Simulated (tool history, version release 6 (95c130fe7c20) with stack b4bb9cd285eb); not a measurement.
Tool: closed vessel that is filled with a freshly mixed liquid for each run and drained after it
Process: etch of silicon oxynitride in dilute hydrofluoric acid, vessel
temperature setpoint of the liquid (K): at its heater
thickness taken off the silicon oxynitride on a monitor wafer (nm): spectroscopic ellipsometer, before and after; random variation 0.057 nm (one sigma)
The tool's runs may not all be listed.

run	hour	temperature setpoint of the liquid (K)	parts of water to one part of 49 % hydrofluoric acid (parts by volume)	time in the liquid (s)	thickness taken off the silicon oxynitride on a monitor wafer (nm)
1	0	296.15	165	200	3.8428
2	2.9	298.65	160	200	4.4719
3	9.3	300.15	155	200	4.9668
4	16.4	301.15	150	200	5.2768
# hour 20: hydrofluoric acid flow meter replaced
5	20	301.15	150	120	2.9571
6	22	301.15	205	120	2.0479

Run 7 comes next. What will it give?
7	26	304.15	140	135	?

Run 7 gave thickness taken off the silicon oxynitride on a monitor wafer (nm) 4.027.

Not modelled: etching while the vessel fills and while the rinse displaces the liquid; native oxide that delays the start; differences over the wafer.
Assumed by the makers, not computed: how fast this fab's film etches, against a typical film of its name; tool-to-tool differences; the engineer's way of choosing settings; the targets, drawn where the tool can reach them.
